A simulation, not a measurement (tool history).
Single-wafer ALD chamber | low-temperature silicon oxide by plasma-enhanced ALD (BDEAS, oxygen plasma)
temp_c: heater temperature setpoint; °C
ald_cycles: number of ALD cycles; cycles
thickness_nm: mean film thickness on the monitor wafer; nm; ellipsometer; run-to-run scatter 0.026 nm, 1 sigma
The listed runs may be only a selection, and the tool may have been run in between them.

run  hour  temp_c  ald_cycles  thickness_nm
  1   0.0     100          53        7.3983
  2   2.9     100          48        6.6765
  3   5.8     100          41        5.6382
  4  10.8     106          41        5.6149
  5  12.1     105          42        5.7467
  6  12.6     114          42        5.6164
  7  18.8     111          43        5.8263
  8  21.0     110          44        6.0091
  9  29.8     110          45        6.0606
 10  37.6     109          45        6.0983
     42.5  -- thermocouple changed; heater temperature recalibrated
 11  42.5     108          45        6.1297
 12  49.9     107          45        6.0972
 13  57.1     106          45        6.1008

Forecast run 14:
 14  63.7     105          45             ?

thickness_nm: 6.1055 nm
